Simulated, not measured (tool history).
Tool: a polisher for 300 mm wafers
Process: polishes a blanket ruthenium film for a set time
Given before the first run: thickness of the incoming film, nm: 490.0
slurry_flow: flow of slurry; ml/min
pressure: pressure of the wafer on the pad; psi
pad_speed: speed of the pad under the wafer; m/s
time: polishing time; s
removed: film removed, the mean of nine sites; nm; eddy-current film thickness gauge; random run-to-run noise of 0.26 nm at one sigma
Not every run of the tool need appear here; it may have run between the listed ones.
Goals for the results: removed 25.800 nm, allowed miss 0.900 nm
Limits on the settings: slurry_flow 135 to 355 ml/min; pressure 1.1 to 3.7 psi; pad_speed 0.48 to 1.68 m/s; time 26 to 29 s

| run | hour | slurry_flow | pressure | pad_speed | time | removed |
|---|---|---|---|---|---|---|
| 1 | 0.0 | 225 | 2.4 | 1.08 | 29 | 35.977 |
| 2 | 4.6 | 225 | 1.9 | 1.08 | 29 | 29.030 |
| 3 | 7.3 | 225 | 1.8 | 1.08 | 29 | 27.462 |
| 4 | 15.7 | 225 | 1.8 | 1.08 | 29 | 27.510 |
| 5 | 24.6 | 225 | 2.2 | 1.08 | 29 | 33.105 |
| 6 | 25.1 | 225 | 2.7 | 1.08 | 29 | 40.422 |
| 7 | 26.9 | 225 | 2.4 | 1.08 | 29 | 36.225 |
| 8 | 32.3 | 225 | 2.2 | 1.08 | 29 | 33.282 |
| 9 | 40.6 | 220 | 1.6 | 1.06 | 29 | 23.860 |
| 10 | 41.6 | 230 | 1.6 | 1.06 | 29 | 23.828 |

4 next moves are on the table. One of them brings every result within its allowed miss. Which?
| A | 42.6 | 260 | 1.5 | 1.04 | 27 | ? |
| B | 42.6 | 290 | 1.4 | 1.08 | 29 | ? |
| C | 42.6 | 195 | 1.6 | 1.16 | 29 | ? |
| D | 42.6 | 215 | 1.8 | 0.90 | 28 | ? |

| move | removed |
|---|---|
| A | 21.287 |
| B | 22.462 |
| C | 26.041 |
| D | 22.327 |
A: further off than the last run
B: further off than the last run
C: in spec on every target
D: further off than the last run
The move that meets every target is C.
